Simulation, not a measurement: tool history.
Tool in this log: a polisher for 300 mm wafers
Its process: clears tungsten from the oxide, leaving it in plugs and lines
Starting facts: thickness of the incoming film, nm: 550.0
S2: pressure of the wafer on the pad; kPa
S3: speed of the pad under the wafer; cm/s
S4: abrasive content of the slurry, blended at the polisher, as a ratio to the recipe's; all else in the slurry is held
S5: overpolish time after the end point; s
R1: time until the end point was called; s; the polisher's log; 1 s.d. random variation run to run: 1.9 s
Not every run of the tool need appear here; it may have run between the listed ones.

run 1 hour=0 | flow_of_slurry_(ml/min)=220 S2=20.7 S3=106 S4=1 S5=43 | R1=161.86
run 2 hour=7.9 | flow_of_slurry_(ml/min)=220 S2=20.7 S3=106 S4=1 S5=43 | R1=161.74
run 3 hour=15 | flow_of_slurry_(ml/min)=220 S2=22.1 S3=106 S4=1 S5=43 | R1=148.72
run 4 hour=17.6 | flow_of_slurry_(ml/min)=220 S2=22.8 S3=106 S4=1 S5=43 | R1=147.31
run 5 hour=19 | flow_of_slurry_(ml/min)=220 S2=23.4 S3=106 S4=1 S5=43 | R1=140.68
run 6 hour=27.4 | flow_of_slurry_(ml/min)=220 S2=24.1 S3=106 S4=1 S5=43 | R1=137.89
run 7 hour=28 | flow_of_slurry_(ml/min)=220 S2=24.8 S3=106 S4=1 S5=43 | R1=135.66

Run 8 is up next; what results do you expect?
run 8 hour=31.8 | flow_of_slurry_(ml/min)=220 S2=25.5 S3=106 S4=1 S5=43 | R1=?

{"run 8": {"R1": 134.13}}
